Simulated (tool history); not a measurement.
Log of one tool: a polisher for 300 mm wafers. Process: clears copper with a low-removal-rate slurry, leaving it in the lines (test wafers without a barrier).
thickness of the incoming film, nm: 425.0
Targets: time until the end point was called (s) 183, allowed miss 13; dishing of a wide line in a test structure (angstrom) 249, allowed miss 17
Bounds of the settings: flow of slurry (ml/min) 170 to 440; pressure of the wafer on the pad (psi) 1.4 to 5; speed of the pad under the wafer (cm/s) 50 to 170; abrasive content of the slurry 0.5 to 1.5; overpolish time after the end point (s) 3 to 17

| run | hour | flow of slurry (ml/min) | pressure of the wafer on the pad (psi) | speed of the pad under the wafer (cm/s) | abrasive content of the slurry | overpolish time after the end point (s) | time until the end point was called (s) | dishing of a wide line in a test structure (angstrom) |
|---|---|---|---|---|---|---|---|---|
| 1 | 0 | 280 | 3.2 | 110 | 1 | 9 | 135.14 | 208.68 |
| 2 | 6.3 | 280 | 3.2 | 110 | 1.1 | 9 | 132.27 | 212.17 |
| 3 | 11.2 | 280 | 3.1 | 110 | 1.1 | 9 | 138 | 207.07 |
| 4 | 16.4 | 280 | 2.5 | 110 | 1.1 | 9 | 171.98 | 165.28 |
| 5 | 20.8 | 350 | 2.5 | 110 | 1.1 | 9 | 164.68 | 167.3 |
| 6 | 29.5 | 350 | 2.5 | 110 | 0.95 | 9 | 168.96 | 166.29 |
| 7 | 38.3 | 350 | 2.5 | 110 | 0.95 | 10 | 169.15 | 185.09 |
| 8 | 41.1 | 340 | 2.4 | 110 | 0.95 | 12 | 177.22 | 205.54 |

4 next moves are on the table. One of them brings every result within its allowed miss. Which?
| A | 43.9 | 350 | 2.5 | 112 | 1.3 | 10 | ? | ? |
| B | 43.9 | 385 | 2.5 | 100 | 1 | 15 | ? | ? |
| C | 43.9 | 305 | 2.7 | 120 | 0.7 | 15 | ? | ? |
| D | 43.9 | 345 | 2.8 | 114 | 0.95 | 10 | ? | ? |

| move | time until the end point was called (s) | dishing of a wide line in a test structure (angstrom) |
|---|---|---|
| A | 156.26 | 198.17 |
| B | 181.27 | 249.66 |
| C | 155.96 | 285.79 |
| D | 147.14 | 210.02 |
A: further off than the last run
B: meets every target
C: takes the result that was furthest off past its target
D: further off than the last run
Answer: B

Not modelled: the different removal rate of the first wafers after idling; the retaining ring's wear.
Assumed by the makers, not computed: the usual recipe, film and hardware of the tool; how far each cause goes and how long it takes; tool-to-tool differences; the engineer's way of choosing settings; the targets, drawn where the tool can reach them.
